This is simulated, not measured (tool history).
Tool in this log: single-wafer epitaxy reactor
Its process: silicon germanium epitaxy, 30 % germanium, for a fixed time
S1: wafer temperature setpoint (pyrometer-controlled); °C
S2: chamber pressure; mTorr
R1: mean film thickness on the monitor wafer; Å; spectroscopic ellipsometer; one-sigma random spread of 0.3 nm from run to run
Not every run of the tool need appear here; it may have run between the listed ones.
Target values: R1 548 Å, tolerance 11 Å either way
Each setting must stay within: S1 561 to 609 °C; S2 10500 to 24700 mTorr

run	day	S1	S2	R1
1	0	585	17600	403.96
2	0.188	589	17700	444.57
3	0.275	589	15200	416.84
4	0.417	592	15300	446.29
5	0.767	585	15300	385.21
6	1.046	589	15400	420.66
7	1.333	592	15400	446.5
8	1.371	594	15400	465.53
9	1.667	596	15400	485.95
10	2.017	597	15400	497.85
11	2.308	598	15400	505.8
12	2.471	599	15400	517.76
13	2.521	599	15400	515.72
14	2.646	600	15400	529.28

Which single option among these 4 for the next run brings every result within its allowed miss of target? Just one does.
A	2.771	606	13700	?
B	2.771	601	14200	?
C	2.771	603	14700	?
D	2.771	606	14400	?

move	R1
A	570.6
B	521.81
C	550.81
D	581.24
A: the result that was furthest off in the last run now lies on the other side of its target
B: further off than the last run
C: all results land within tolerance of their targets
D: the result that was furthest off in the last run now lies on the other side of its target
Go with C: it meets all targets.
